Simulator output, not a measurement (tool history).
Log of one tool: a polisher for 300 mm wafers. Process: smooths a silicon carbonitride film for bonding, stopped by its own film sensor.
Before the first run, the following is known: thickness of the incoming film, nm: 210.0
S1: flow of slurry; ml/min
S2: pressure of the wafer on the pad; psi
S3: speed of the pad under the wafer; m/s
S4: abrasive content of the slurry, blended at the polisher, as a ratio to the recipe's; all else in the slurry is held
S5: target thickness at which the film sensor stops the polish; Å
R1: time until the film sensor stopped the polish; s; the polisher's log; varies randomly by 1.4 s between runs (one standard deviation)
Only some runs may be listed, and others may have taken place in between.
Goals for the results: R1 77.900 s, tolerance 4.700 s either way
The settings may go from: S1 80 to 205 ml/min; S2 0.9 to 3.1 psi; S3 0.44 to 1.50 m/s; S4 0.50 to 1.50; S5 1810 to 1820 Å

run 1 hour=0.0 | S1=135 S2=2.0 S3=0.96 S4=1.00 S5=1820 | R1=116.010
run 2 hour=5.1 | S1=135 S2=2.0 S3=0.96 S4=1.00 S5=1810 | R1=119.250
run 3 hour=9.3 | S1=135 S2=2.0 S3=0.96 S4=1.00 S5=1810 | R1=121.250
run 4 hour=14.6 | S1=135 S2=2.2 S3=0.98 S4=1.00 S5=1810 | R1=109.010
run 5 hour=16.9 | S1=135 S2=1.8 S3=0.98 S4=1.00 S5=1810 | R1=129.200
run 6 hour=21.7 | S1=135 S2=2.0 S3=1.00 S4=1.00 S5=1810 | R1=112.130
run 7 hour=25.4 | S1=135 S2=2.1 S3=1.00 S4=1.00 S5=1810 | R1=110.830
run 8 hour=29.7 | S1=135 S2=2.2 S3=1.02 S4=1.00 S5=1810 | R1=103.810
run 9 hour=30.4 | S1=135 S2=2.3 S3=1.02 S4=1.00 S5=1810 | R1=101.540

Consider the 4 candidate settings below. Which is the only one whose results all fall within their allowed miss of target?
run A hour=31.1 | S1=145 S2=2.5 S3=1.34 S4=1.00 S5=1820 | R1=?
run B hour=31.1 | S1=145 S2=2.6 S3=1.40 S4=0.95 S5=1810 | R1=?
run C hour=31.1 | S1=145 S2=2.6 S3=1.14 S4=1.00 S5=1820 | R1=?
run D hour=31.1 | S1=140 S2=2.6 S3=1.38 S4=0.95 S5=1820 | R1=?

move=A R1=70.521
move=B R1=68.829
move=C R1=77.241
move=D R1=67.694
A: carries the result that was furthest off beyond its target, to the other side
B: carries the result that was furthest off beyond its target, to the other side
C: all results land within tolerance of their targets
D: carries the result that was furthest off beyond its target, to the other side
Correct choice: C, which meets every target
